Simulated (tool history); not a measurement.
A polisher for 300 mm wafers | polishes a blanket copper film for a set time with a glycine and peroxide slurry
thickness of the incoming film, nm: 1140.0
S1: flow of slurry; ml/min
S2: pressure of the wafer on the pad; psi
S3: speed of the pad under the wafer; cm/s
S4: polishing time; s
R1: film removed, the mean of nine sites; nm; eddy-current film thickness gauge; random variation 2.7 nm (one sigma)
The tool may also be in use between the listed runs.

{"run": 1, "day": 0.0, "S1": 270, "S2": 2.6, "S3": 78, "S4": 76, "R1": 326.52}
{"run": 2, "day": 0.354, "S1": 270, "S2": 2.5, "S3": 76, "S4": 76, "R1": 309.44}
{"run": 3, "day": 0.696, "S1": 270, "S2": 2.9, "S3": 76, "S4": 76, "R1": 354.14}
{"run": 4, "day": 0.904, "S1": 270, "S2": 2.9, "S3": 64, "S4": 76, "R1": 318.1}
{"run": 5, "day": 1.142, "S1": 270, "S2": 2.8, "S3": 64, "S4": 76, "R1": 304.41}
{"run": 6, "day": 1.183, "S1": 245, "S2": 2.8, "S3": 64, "S4": 76, "R1": 300.8}
{"run": 7, "day": 1.283, "S1": 245, "S2": 2.7, "S3": 64, "S4": 76, "R1": 300.84}
{"run": 8, "day": 1.417, "S1": 240, "S2": 2.0, "S3": 52, "S4": 76, "R1": 215.8}

Run 9 comes next. What will it give?
{"run": 9, "day": 1.638, "S1": 240, "S2": 1.7, "S3": 50, "S4": 76, "R1": "?"}

R1: 189.14 nm

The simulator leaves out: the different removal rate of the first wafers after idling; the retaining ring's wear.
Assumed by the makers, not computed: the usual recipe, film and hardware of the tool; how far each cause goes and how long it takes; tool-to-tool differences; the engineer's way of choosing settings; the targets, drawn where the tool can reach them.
